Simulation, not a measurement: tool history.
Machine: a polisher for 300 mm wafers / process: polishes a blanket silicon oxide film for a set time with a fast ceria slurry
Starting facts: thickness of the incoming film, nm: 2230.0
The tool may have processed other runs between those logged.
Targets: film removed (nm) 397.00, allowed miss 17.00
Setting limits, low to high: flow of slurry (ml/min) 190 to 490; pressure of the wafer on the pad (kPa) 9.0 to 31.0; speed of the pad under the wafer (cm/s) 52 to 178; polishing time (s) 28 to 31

| run | day | flow of slurry (ml/min) | pressure of the wafer on the pad (kPa) | speed of the pad under the wafer (cm/s) | polishing time (s) | film removed (nm) |
|---|---|---|---|---|---|---|
| 1 | 0.000 | 315 | 20.0 | 114 | 31 | 643.19 |
| 2 | 0.146 | 315 | 18.6 | 114 | 31 | 613.95 |
| 3 | 0.400 | 315 | 18.6 | 138 | 31 | 733.79 |
| 4 | 0.700 | 315 | 18.6 | 150 | 31 | 802.12 |
| 5 | 0.996 | 315 | 16.5 | 150 | 31 | 729.98 |
| 6 | 1.212 | 315 | 20.0 | 150 | 31 | 845.04 |
| 7 | 1.342 | 315 | 18.6 | 144 | 31 | 769.82 |
| 8 | 1.721 | 315 | 18.6 | 144 | 31 | 769.00 |
| 9 | 1.867 | 315 | 17.2 | 140 | 31 | 688.08 |
| 10 | 2.046 | 315 | 15.9 | 138 | 31 | 637.71 |
| 11 | 2.200 | 315 | 14.5 | 136 | 31 | 551.75 |
| 12 | 2.421 | 315 | 9.0 | 134 | 31 | 362.41 |

Consider the 5 candidate settings below. Which is the only one whose results all fall within their allowed miss of target?
| A | 2.642 | 345 | 9.0 | 142 | 29 | ? |
| B | 2.642 | 225 | 9.0 | 142 | 28 | ? |
| C | 2.642 | 210 | 11.7 | 118 | 28 | ? |
| D | 2.642 | 325 | 10.3 | 132 | 31 | ? |
| E | 2.642 | 355 | 9.7 | 136 | 29 | ? |

| move | film removed (nm) |
|---|---|
| A | 355.39 |
| B | 327.46 |
| C | 348.64 |
| D | 402.61 |
| E | 366.13 |
A: misses by more than the last run did
B: misses by more than the last run did
C: misses by more than the last run did
D: all results land within tolerance of their targets
E: an improvement on the last run, though not all results are within tolerance
So the answer is move D, the one that meets all the targets.
